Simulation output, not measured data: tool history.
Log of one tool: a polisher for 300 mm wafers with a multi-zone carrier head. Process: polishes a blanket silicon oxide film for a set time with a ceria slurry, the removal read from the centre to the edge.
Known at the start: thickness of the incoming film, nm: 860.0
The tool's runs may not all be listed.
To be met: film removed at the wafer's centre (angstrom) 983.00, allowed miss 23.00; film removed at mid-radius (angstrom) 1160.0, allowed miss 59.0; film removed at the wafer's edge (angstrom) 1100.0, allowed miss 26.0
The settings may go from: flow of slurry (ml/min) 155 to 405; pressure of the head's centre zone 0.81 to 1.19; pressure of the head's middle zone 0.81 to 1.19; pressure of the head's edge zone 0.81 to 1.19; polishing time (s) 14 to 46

run,hour,flow of slurry (ml/min),pressure of the head's centre zone,pressure of the head's middle zone,pressure of the head's edge zone,polishing time (s),film removed at the wafer's centre (angstrom),film removed at mid-radius (angstrom),film removed at the wafer's edge (angstrom)
1,0.0,260,1.00,1.00,1.00,30,1575.10,1580.4,1593.6
2,2.0,260,1.00,1.00,1.00,37,1974.60,1967.9,1955.9
3,10.2,285,1.00,1.00,1.00,37,2008.10,2067.5,1966.4
4,10.9,285,1.00,1.04,1.00,37,2000.20,2067.1,1962.0
5,17.9,245,1.00,1.04,1.00,37,1960.50,2037.4,1949.1
6,19.4,245,0.94,1.04,1.00,37,1864.20,2002.5,1963.5
7,26.9,245,0.94,1.04,1.00,37,1878.20,2110.9,1968.2
8,31.4,240,0.93,1.03,0.98,35,1772.90,1875.7,1805.1
9,33.6,190,0.83,1.13,1.02,27,1218.70,1563.2,1415.0
10,40.4,190,0.83,1.12,1.01,26,1182.30,1515.5,1331.2
11,42.7,185,0.83,1.10,1.01,25,1142.60,1417.6,1257.9
12,45.4,190,0.83,1.09,1.02,24,1072.70,1363.7,1239.1
13,46.8,190,0.83,1.07,1.01,24,1089.80,1352.6,1246.1
14,50.4,190,0.83,1.06,1.00,24,1081.30,1336.4,1218.8
15,54.1,190,0.83,1.06,1.00,24,1065.00,1325.9,1213.8
16,57.2,185,0.83,1.04,0.99,24,1080.00,1283.5,1215.5
17,59.5,190,0.83,1.04,0.99,24,1068.00,1286.7,1216.5
18,66.8,195,0.83,1.04,0.98,24,1087.90,1298.3,1225.7
19,71.9,165,0.81,1.01,0.92,21,909.50,1091.3,1023.2
20,74.3,175,0.81,1.01,0.92,21,917.63,1071.8,1010.7
21,76.2,185,0.81,1.01,0.93,21,923.25,1088.7,1043.6
22,77.0,195,0.81,1.02,0.93,21,920.78,1101.8,1036.7
23,78.4,200,0.82,1.02,0.94,21,953.39,1139.7,1058.2
24,82.9,205,0.82,1.02,0.94,21,951.65,1141.5,1046.4
25,87.9,205,0.82,1.02,0.95,21,954.09,1116.0,1056.9
26,93.9,210,0.82,1.02,0.96,21,955.65,1117.7,1052.4
27,96.5,210,0.82,1.02,0.97,21,952.51,1125.9,1080.9
28,103.8,215,0.82,1.02,0.97,21,958.11,1120.1,1065.2

Which of these 4 next moves meets every target?
A,111.1,220,0.81,1.10,0.86,23,?,?,?
B,111.1,265,0.88,0.97,0.96,20,?,?,?
C,111.1,185,0.83,1.03,0.98,22,?,?,?
D,111.1,210,0.81,0.88,1.04,22,?,?,?

move,film removed at the wafer's centre (angstrom),film removed at mid-radius (angstrom),film removed at the wafer's edge (angstrom)
A,1033.70,1329.5,1119.5
B,969.57,1060.4,1042.1
C,978.90,1175.4,1119.8
D,980.95,1047.6,1169.3
A: brings the result that was furthest off to its target, and leaves another outside
B: further off than the last run
C: meets every target
D: takes the result that was furthest off past its target
Answer: C
